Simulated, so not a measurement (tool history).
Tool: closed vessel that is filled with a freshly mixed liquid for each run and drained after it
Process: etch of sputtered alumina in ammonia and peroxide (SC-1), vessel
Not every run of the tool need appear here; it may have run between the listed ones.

run  hour  temperature setpoint of the liquid (C)  parts of 29 % ammonia solution to one part of 30 % peroxide (parts by volume)  time in the liquid (s)  thickness taken off the sputtered alumina on a monitor wafer (nm)
  1     0                                      56                                                                            0.8                      30                                                             3.0275
  2   7.2                                      58                                                                            0.8                      30                                                             3.3414
  3  15.7                                    59.5                                                                            0.8                      30                                                             3.6454
  4  19.6                                    55.5                                                                            0.8                      30                                                             2.9563
  5  25.8                                    55.5                                                                              1                      30                                                             3.0061
  6  31.3                                      59                                                                              1                      30                                                             3.6059
  7  35.1                                      60                                                                              1                      30                                                             3.8053
  8  36.8                                      61                                                                              1                      30                                                             4.0151
  9  44.6                                      61                                                                              1                      30                                                             4.0173

The next listed run, before its measurement:
 10  50.7                                    61.5                                                                              1                      30                                                                  ?

thickness taken off the sputtered alumina on a monitor wafer (nm): 4.0959

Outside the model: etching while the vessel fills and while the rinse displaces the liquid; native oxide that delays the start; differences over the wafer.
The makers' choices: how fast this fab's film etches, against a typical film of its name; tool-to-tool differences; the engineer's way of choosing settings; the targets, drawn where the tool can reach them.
